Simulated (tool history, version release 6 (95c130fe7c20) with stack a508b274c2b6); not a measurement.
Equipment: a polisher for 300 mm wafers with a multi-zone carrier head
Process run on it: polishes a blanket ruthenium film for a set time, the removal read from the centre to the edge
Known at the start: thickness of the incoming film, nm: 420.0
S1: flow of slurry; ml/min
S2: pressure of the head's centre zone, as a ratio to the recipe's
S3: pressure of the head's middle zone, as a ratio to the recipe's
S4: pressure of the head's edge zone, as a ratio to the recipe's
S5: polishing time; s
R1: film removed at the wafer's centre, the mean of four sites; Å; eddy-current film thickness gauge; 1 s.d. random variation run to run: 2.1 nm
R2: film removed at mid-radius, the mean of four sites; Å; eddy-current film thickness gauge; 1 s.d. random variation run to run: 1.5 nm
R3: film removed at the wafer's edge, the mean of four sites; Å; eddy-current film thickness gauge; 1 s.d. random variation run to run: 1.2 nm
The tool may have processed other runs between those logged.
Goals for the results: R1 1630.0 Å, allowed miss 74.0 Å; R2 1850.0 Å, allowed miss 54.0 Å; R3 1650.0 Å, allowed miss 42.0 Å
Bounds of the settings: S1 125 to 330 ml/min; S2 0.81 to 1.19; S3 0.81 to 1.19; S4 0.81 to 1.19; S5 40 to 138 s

Run 1, hour 0.0: S1 210 ml/min, S2 1.00, S3 1.00, S4 1.00, S5 88 s. Result: R1 1287.3 Å, R2 1311.7 Å, R3 1312.6 Å.
Run 2, hour 6.8: S1 170 ml/min, S2 1.00, S3 1.00, S4 1.00, S5 88 s. Result: R1 1227.1 Å, R2 1254.0 Å, R3 1281.1 Å.
Run 3, hour 11.8: S1 170 ml/min, S2 1.04, S3 1.00, S4 1.00, S5 88 s. Result: R1 1291.9 Å, R2 1276.6 Å, R3 1271.3 Å.
Run 4, hour 14.3: S1 195 ml/min, S2 1.04, S3 1.04, S4 1.04, S5 91 s. Result: R1 1362.8 Å, R2 1399.7 Å, R3 1364.2 Å.
Run 5, hour 17.4: S1 195 ml/min, S2 1.04, S3 1.04, S4 1.04, S5 83 s. Result: R1 1242.9 Å, R2 1257.8 Å, R3 1234.5 Å.
Run 6, hour 23.3: S1 195 ml/min, S2 1.04, S3 1.04, S4 1.04, S5 91 s. Result: R1 1356.1 Å, R2 1416.4 Å, R3 1387.7 Å.
Run 7, hour 31.8: S1 220 ml/min, S2 1.06, S3 1.07, S4 1.07, S5 92 s. Result: R1 1446.2 Å, R2 1481.0 Å, R3 1414.5 Å.
Run 8, hour 40.0: S1 240 ml/min, S2 1.01, S3 1.17, S4 1.15, S5 106 s. Result: R1 1600.7 Å, R2 1816.0 Å, R3 1710.3 Å.
Run 9, hour 45.4: S1 240 ml/min, S2 1.02, S3 1.18, S4 1.14, S5 106 s. Result: R1 1610.1 Å, R2 1828.0 Å, R3 1686.6 Å.
Run 10, hour 47.9: S1 240 ml/min, S2 1.02, S3 1.18, S4 1.13, S5 106 s. Result: R1 1603.2 Å, R2 1856.0 Å, R3 1703.8 Å.

5 candidate next runs follow, results not yet known. Just one meets every target within its allowed miss. Identify it.
Run A, hour 50.4: S1 230 ml/min, S2 1.02, S3 1.19, S4 1.11, S5 110 s. Result: R1 ?, R2 ?, R3 ?.
Run B, hour 50.4: S1 255 ml/min, S2 1.00, S3 1.08, S4 1.10, S5 114 s. Result: R1 ?, R2 ?, R3 ?.
Run C, hour 50.4: S1 190 ml/min, S2 0.99, S3 1.19, S4 1.18, S5 111 s. Result: R1 ?, R2 ?, R3 ?.
Run D, hour 50.4: S1 330 ml/min, S2 1.06, S3 1.19, S4 1.14, S5 100 s. Result: R1 ?, R2 ?, R3 ?.
Run E, hour 50.4: S1 260 ml/min, S2 0.98, S3 1.15, S4 1.17, S5 106 s. Result: R1 ?, R2 ?, R3 ?.

move      R1      R2      R3
   A  1639.0  1949.2  1730.7
   B  1689.7  1883.3  1806.0
   C  1555.2  1910.7  1763.9
   D  1617.5  1844.3  1644.5
   E  1545.3  1852.4  1734.7
A: moves away from the targets compared with the last run
B: moves away from the targets compared with the last run
C: moves away from the targets compared with the last run
D: in spec on every target
E: moves away from the targets compared with the last run
Correct choice: D, which meets every target

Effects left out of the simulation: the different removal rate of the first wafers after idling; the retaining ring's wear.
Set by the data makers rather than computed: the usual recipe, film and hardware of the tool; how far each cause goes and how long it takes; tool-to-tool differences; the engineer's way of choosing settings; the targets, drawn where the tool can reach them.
